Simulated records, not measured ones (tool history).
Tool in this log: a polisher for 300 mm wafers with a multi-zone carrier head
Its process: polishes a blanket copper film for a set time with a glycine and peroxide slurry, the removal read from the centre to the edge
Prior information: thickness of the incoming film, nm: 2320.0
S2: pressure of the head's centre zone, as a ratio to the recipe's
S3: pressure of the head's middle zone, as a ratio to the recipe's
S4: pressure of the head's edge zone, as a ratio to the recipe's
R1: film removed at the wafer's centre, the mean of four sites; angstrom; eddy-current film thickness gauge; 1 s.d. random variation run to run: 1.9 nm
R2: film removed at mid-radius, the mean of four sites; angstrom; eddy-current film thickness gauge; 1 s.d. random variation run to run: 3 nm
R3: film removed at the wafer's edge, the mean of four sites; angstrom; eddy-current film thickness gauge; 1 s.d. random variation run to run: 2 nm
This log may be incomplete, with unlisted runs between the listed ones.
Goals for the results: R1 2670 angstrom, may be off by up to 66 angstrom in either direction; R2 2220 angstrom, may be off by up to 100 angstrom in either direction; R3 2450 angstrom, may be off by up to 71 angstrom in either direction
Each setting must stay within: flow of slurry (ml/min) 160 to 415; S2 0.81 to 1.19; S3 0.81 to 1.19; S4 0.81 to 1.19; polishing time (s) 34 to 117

{"run": 1, "hour": 0.0, "flow of slurry (ml/min)": 265, "S2": 1, "S3": 1, "S4": 1, "polishing time (s)": 75, "R1": 3980.1, "R2": 4024.8, "R3": 3899.5}
{"run": 2, "hour": 8.1, "flow of slurry (ml/min)": 265, "S2": 1.08, "S3": 1, "S4": 1, "polishing time (s)": 75, "R1": 4241.5, "R2": 4044, "R3": 3946.1}
{"run": 3, "hour": 10.3, "flow of slurry (ml/min)": 265, "S2": 1, "S3": 1, "S4": 1, "polishing time (s)": 75, "R1": 3948.6, "R2": 3957.9, "R3": 3953.2}
{"run": 4, "hour": 13.7, "flow of slurry (ml/min)": 265, "S2": 1, "S3": 1, "S4": 0.96, "polishing time (s)": 75, "R1": 3952.3, "R2": 4028.5, "R3": 3885}
{"run": 5, "hour": 19.4, "flow of slurry (ml/min)": 265, "S2": 1.02, "S3": 0.95, "S4": 0.95, "polishing time (s)": 65, "R1": 3491.7, "R2": 3445.9, "R3": 3373.5}
{"run": 6, "hour": 23.0, "flow of slurry (ml/min)": 265, "S2": 1.02, "S3": 0.95, "S4": 1.03, "polishing time (s)": 65, "R1": 3491.3, "R2": 3344.2, "R3": 3497.3}
{"run": 7, "hour": 24.4, "flow of slurry (ml/min)": 255, "S2": 1.08, "S3": 0.85, "S4": 0.95, "polishing time (s)": 44, "R1": 2496.1, "R2": 2017.2, "R3": 2263.8}
{"run": 8, "hour": 30.2, "flow of slurry (ml/min)": 255, "S2": 1.08, "S3": 0.85, "S4": 0.95, "polishing time (s)": 44, "R1": 2519.7, "R2": 2033.7, "R3": 2262.3}
{"run": 9, "hour": 34.4, "flow of slurry (ml/min)": 275, "S2": 1.08, "S3": 0.86, "S4": 0.97, "polishing time (s)": 44, "R1": 2508.3, "R2": 2089.8, "R3": 2293.2}
{"run": 10, "hour": 42.3, "flow of slurry (ml/min)": 275, "S2": 1.08, "S3": 0.86, "S4": 0.97, "polishing time (s)": 44, "R1": 2529.1, "R2": 2086, "R3": 2278.8}
{"run": 11, "hour": 50.7, "flow of slurry (ml/min)": 270, "S2": 1.09, "S3": 0.87, "S4": 0.99, "polishing time (s)": 45, "R1": 2626.3, "R2": 2180.9, "R3": 2320.5}
{"run": 12, "hour": 54.4, "flow of slurry (ml/min)": 300, "S2": 1.07, "S3": 0.85, "S4": 1.08, "polishing time (s)": 46, "R1": 2599.6, "R2": 2176.1, "R3": 2554.3}
{"run": 13, "hour": 56.9, "flow of slurry (ml/min)": 300, "S2": 1.08, "S3": 0.86, "S4": 1.07, "polishing time (s)": 46, "R1": 2673, "R2": 2195.8, "R3": 2530.4}
{"run": 14, "hour": 63.4, "flow of slurry (ml/min)": 300, "S2": 1.08, "S3": 0.86, "S4": 1.06, "polishing time (s)": 46, "R1": 2704.9, "R2": 2206.8, "R3": 2560}
{"run": 15, "hour": 67.1, "flow of slurry (ml/min)": 300, "S2": 1.08, "S3": 0.86, "S4": 1.06, "polishing time (s)": 46, "R1": 2645.7, "R2": 2226.5, "R3": 2546.4}
{"run": 16, "hour": 73.0, "flow of slurry (ml/min)": 300, "S2": 1.08, "S3": 0.86, "S4": 1.06, "polishing time (s)": 46, "R1": 2696.7, "R2": 2214.3, "R3": 2543}
{"run": 17, "hour": 77.3, "flow of slurry (ml/min)": 285, "S2": 1.08, "S3": 0.88, "S4": 1, "polishing time (s)": 45, "R1": 2572.2, "R2": 2184.8, "R3": 2386.8}

Which one of the following 5 next-run settings gets every result inside its allowed miss? There is exactly one.
{"run": "A", "hour": 81.6, "flow of slurry (ml/min)": 305, "S2": 1.13, "S3": 0.87, "S4": 0.99, "polishing time (s)": 46, "R1": "?", "R2": "?", "R3": "?"}
{"run": "B", "hour": 81.6, "flow of slurry (ml/min)": 290, "S2": 0.98, "S3": 0.81, "S4": 1.04, "polishing time (s)": 49, "R1": "?", "R2": "?", "R3": "?"}
{"run": "C", "hour": 81.6, "flow of slurry (ml/min)": 250, "S2": 1.12, "S3": 0.81, "S4": 1.06, "polishing time (s)": 45, "R1": "?", "R2": "?", "R3": "?"}
{"run": "D", "hour": 81.6, "flow of slurry (ml/min)": 335, "S2": 1.12, "S3": 0.91, "S4": 0.97, "polishing time (s)": 44, "R1": "?", "R2": "?", "R3": "?"}
{"run": "E", "hour": 81.6, "flow of slurry (ml/min)": 275, "S2": 1.06, "S3": 0.85, "S4": 0.95, "polishing time (s)": 47, "R1": "?", "R2": "?", "R3": "?"}

move=A R1=2785.3 R2=2237.1 R3=2416.3
move=B R1=2554.8 R2=2237.6 R3=2628.1
move=C R1=2634.5 R2=2019.2 R3=2405.4
move=D R1=2667.2 R2=2240.9 R3=2303.2
move=E R1=2636.2 R2=2219.2 R3=2401.5
A: carries the result that was furthest off beyond its target, to the other side
B: misses by more than the last run did
C: the worst result of the last run now meets its target, but another is out of spec
D: the worst result of the last run now meets its target, but another is out of spec
E: meets every target
E is the move that brings every result within its allowed miss.
